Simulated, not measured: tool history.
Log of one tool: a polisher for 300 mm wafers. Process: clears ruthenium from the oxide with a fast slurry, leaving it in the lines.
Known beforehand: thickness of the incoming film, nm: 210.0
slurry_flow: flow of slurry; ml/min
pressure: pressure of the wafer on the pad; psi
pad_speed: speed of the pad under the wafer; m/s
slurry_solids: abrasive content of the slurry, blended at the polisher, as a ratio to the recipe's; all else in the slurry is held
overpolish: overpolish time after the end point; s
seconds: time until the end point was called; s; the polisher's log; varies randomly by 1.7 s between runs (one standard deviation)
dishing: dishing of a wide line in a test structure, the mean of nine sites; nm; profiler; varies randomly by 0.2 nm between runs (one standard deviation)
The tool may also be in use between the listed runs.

run,day,slurry_flow,pressure,pad_speed,slurry_solids,overpolish,seconds,dishing
1,0,190,1.9,1.22,1,16,83.028,36.91
2,0.042,195,1.7,1.18,1,15,93.617,31.237
3,0.225,200,1.6,1.14,1,14,100.69,27.786
4,0.525,200,1.6,1.04,1,14,106.8,26.054
5,0.808,200,1.5,1.04,1,13,114.89,22.375
6,1.171,200,1.1,1.04,1,13,156.79,17.014
7,1.408,205,1.1,1.04,1,12,155.11,16.214
8,1.579,210,1.1,1.04,1,12,156.59,15.936

Expected results for the next run?
9,1.604,210,1.1,1.04,1,11,?,?

seconds: 156.03 s
dishing: 15.074 nm
